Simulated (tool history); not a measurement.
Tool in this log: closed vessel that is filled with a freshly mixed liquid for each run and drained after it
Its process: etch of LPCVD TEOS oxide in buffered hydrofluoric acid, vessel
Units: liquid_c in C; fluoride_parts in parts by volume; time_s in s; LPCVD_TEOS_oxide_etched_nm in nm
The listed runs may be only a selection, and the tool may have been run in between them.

run 1 hour=0 | liquid_c=21 fluoride_parts=8.5 time_s=90 | LPCVD_TEOS_oxide_etched_nm=161.68
run 2 hour=8.9 | liquid_c=20 fluoride_parts=8.5 time_s=90 | LPCVD_TEOS_oxide_etched_nm=151.63
run 3 hour=10.4 | liquid_c=23 fluoride_parts=8.5 time_s=90 | LPCVD_TEOS_oxide_etched_nm=179.58
run 4 hour=17.3 | liquid_c=21.5 fluoride_parts=8.5 time_s=90 | LPCVD_TEOS_oxide_etched_nm=165.04
run 5 hour=19.8 | liquid_c=20 fluoride_parts=8.5 time_s=90 | LPCVD_TEOS_oxide_etched_nm=153.17
run 6 hour=22.6 | liquid_c=20 fluoride_parts=8.5 time_s=100 | LPCVD_TEOS_oxide_etched_nm=167.56
run 7 hour=24.1 | liquid_c=19 fluoride_parts=9 time_s=100 | LPCVD_TEOS_oxide_etched_nm=151.6
run 8 hour=33 | liquid_c=18.5 fluoride_parts=9 time_s=100 | LPCVD_TEOS_oxide_etched_nm=145.25

The next listed run, before its measurement:
run 9 hour=36.4 | liquid_c=18.5 fluoride_parts=9 time_s=100 | LPCVD_TEOS_oxide_etched_nm=?

{"run 9": {"LPCVD_TEOS_oxide_etched_nm": 144.19}}
